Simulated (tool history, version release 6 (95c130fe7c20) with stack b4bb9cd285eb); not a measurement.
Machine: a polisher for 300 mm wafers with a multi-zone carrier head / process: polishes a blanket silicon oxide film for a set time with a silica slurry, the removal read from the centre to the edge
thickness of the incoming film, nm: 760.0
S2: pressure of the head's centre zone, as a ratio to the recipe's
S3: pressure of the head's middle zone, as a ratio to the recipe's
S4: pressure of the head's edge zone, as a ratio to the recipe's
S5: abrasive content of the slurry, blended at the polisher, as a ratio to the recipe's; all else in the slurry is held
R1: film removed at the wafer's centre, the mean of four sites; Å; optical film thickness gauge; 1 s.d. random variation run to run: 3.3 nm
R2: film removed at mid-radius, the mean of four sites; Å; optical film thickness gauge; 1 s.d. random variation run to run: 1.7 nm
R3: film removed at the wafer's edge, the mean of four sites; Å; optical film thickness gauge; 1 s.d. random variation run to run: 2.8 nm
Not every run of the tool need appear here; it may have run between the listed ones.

run 1 hour=0.0 | flow_of_slurry_(ml/min)=295 S2=1.00 S3=1.00 S4=1.00 S5=1.00 polishing_time_(s)=73 | R1=2039.7 R2=2090.2 R3=2233.0
run 2 hour=4.2 | flow_of_slurry_(ml/min)=295 S2=1.00 S3=1.00 S4=1.05 S5=1.00 polishing_time_(s)=73 | R1=2037.4 R2=2152.8 R3=2281.1
run 3 hour=8.9 | flow_of_slurry_(ml/min)=295 S2=1.00 S3=0.95 S4=1.05 S5=1.00 polishing_time_(s)=73 | R1=2035.0 R2=2046.8 R3=2256.1
run 4 hour=14.1 | flow_of_slurry_(ml/min)=265 S2=1.00 S3=0.95 S4=1.05 S5=1.00 polishing_time_(s)=73 | R1=1985.4 R2=2029.8 R3=2246.3
run 5 hour=19.3 | flow_of_slurry_(ml/min)=265 S2=1.00 S3=1.00 S4=1.05 S5=1.00 polishing_time_(s)=73 | R1=1969.3 R2=2085.7 R3=2235.4
run 6 hour=28.0 | flow_of_slurry_(ml/min)=265 S2=1.00 S3=1.00 S4=1.05 S5=1.00 polishing_time_(s)=80 | R1=2200.7 R2=2297.7 R3=2468.6
run 7 hour=35.6 | flow_of_slurry_(ml/min)=305 S2=1.06 S3=1.00 S4=1.05 S5=1.00 polishing_time_(s)=80 | R1=2380.5 R2=2369.4 R3=2535.4
run 8 hour=39.3 | flow_of_slurry_(ml/min)=340 S2=1.10 S3=0.99 S4=1.02 S5=1.00 polishing_time_(s)=80 | R1=2487.2 R2=2356.5 R3=2464.8

Run 9 has not been measured yet. What should we expect?
run 9 hour=47.5 | flow_of_slurry_(ml/min)=360 S2=1.13 S3=0.97 S4=1.02 S5=1.05 polishing_time_(s)=80 | R1=? R2=? R3=?

R1: 2571.1 Å
R2: 2363.8 Å
R3: 2562.1 Å
